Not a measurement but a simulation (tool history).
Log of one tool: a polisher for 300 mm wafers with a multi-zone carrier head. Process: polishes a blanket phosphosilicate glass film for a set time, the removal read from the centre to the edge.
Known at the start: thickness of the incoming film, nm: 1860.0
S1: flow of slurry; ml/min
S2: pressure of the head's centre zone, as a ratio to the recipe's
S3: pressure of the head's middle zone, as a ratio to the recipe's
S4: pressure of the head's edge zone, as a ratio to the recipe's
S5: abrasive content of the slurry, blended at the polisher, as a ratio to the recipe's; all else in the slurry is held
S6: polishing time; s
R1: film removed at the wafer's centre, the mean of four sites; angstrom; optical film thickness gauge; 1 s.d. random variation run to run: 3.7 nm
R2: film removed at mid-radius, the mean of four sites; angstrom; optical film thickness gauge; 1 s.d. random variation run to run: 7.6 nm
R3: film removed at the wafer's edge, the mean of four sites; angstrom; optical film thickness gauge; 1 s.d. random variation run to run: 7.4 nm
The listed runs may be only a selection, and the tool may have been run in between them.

run	hour	S1	S2	S3	S4	S5	S6	R1	R2	R3
1	0	210	1	1	1	1	36	4055.8	4091.9	4045.7
2	2.6	215	1.02	1	1.02	1.05	36	4138.5	4078.2	4048.4
3	8.3	215	1.03	0.99	1.02	1.1	37	4411.8	4371.9	4281.2
4	14.4	215	1.04	0.97	1.03	1.15	37	4494	4336.4	4423
5	20.4	215	1.04	0.97	1.03	1.35	37	4766.9	4637.3	4678.2
6	28.1	220	1.06	0.97	1.04	1.35	37	4802.9	4685	4681
7	35.1	260	1.16	0.91	1.13	1.5	38	5623.6	4591.4	5243.1
8	36	260	1.16	0.92	1.13	1.5	38	5609.9	4811.9	5265.6
9	41.3	265	1.16	0.92	1.13	1.5	38	5617.5	4818.6	5388.7
10	44.5	265	1.16	0.92	1.13	1.5	38	5604.2	4920.3	5434.4
11	52.4	265	1.16	0.92	1.12	1.5	38	5549.2	4833.8	5426.7

The next listed run, before its measurement:
12	60.2	260	1.16	0.93	1.12	1.5	38	?	?	?

R1: 5620.7 angstrom
R2: 4928.2 angstrom
R3: 5126.3 angstrom

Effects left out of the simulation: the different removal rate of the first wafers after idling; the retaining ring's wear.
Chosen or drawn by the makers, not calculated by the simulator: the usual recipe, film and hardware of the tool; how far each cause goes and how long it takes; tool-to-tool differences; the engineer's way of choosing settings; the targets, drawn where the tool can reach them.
